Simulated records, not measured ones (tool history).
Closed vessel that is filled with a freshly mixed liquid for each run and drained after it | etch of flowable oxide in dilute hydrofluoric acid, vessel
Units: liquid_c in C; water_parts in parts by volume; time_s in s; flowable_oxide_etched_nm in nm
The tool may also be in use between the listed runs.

run,day,liquid_c,water_parts,time_s,flowable_oxide_etched_nm
1,0,22,75,95,33.515
2,0.05,22,90,95,27.419
3,0.342,20,90,95,25.313
4,0.479,20,110,95,20.1
5,0.796,23,110,95,22.88
6,1.054,23,110,105,25.208

The next listed run, before its measurement:
7,1.112,24.5,110,105,?

Run 7 gave flowable_oxide_etched_nm 26.727 nm.

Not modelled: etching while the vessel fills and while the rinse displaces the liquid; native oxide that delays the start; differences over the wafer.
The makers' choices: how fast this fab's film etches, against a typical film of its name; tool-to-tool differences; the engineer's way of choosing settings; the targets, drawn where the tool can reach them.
